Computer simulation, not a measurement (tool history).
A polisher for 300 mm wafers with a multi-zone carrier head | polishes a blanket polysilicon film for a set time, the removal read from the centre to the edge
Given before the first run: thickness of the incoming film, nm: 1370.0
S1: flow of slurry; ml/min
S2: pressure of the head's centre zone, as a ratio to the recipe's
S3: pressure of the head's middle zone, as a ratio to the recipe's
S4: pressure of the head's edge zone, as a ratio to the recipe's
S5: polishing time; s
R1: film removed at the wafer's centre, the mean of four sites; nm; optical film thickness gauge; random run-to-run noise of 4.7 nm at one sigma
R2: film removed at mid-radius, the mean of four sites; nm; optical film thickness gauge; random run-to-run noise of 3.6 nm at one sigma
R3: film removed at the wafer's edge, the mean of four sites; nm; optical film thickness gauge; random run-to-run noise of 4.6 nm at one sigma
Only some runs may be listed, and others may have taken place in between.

{"run": 1, "hour": 0.0, "S1": 215, "S2": 1, "S3": 1, "S4": 1, "S5": 34, "R1": 212.59, "R2": 214.56, "R3": 216.21}
{"run": 2, "hour": 6.8, "S1": 215, "S2": 1, "S3": 1, "S4": 1, "S5": 38, "R1": 230.98, "R2": 239.89, "R3": 243.04}
{"run": 3, "hour": 13.4, "S1": 215, "S2": 1, "S3": 1, "S4": 1, "S5": 33, "R1": 205.75, "R2": 207.97, "R3": 211.57}
{"run": 4, "hour": 19.1, "S1": 215, "S2": 0.95, "S3": 1, "S4": 1, "S5": 33, "R1": 198.74, "R2": 209.66, "R3": 206.89}
{"run": 5, "hour": 25.6, "S1": 215, "S2": 0.95, "S3": 1, "S4": 0.95, "S5": 33, "R1": 197.55, "R2": 210.38, "R3": 204.85}
{"run": 6, "hour": 26.6, "S1": 220, "S2": 0.96, "S3": 1.02, "S4": 0.95, "S5": 35, "R1": 212.47, "R2": 226.8, "R3": 212.08}
{"run": 7, "hour": 31.6, "S1": 220, "S2": 0.91, "S3": 1.08, "S4": 1.05, "S5": 45, "R1": 262.03, "R2": 297.94, "R3": 300.46}
{"run": 8, "hour": 39.6, "S1": 225, "S2": 0.92, "S3": 1.1, "S4": 1.04, "S5": 46, "R1": 274.54, "R2": 309.88, "R3": 290.65}
{"run": 9, "hour": 47.9, "S1": 225, "S2": 0.92, "S3": 1.11, "S4": 1.05, "S5": 47, "R1": 272.54, "R2": 321.31, "R3": 301.47}

Forecast run 10:
{"run": 10, "hour": 51.5, "S1": 230, "S2": 0.93, "S3": 1.11, "S4": 1.05, "S5": 48, "R1": "?", "R2": "?", "R3": "?"}

Run 10 produced R1 285.52 nm, R2 324.91 nm, R3 314.47 nm.

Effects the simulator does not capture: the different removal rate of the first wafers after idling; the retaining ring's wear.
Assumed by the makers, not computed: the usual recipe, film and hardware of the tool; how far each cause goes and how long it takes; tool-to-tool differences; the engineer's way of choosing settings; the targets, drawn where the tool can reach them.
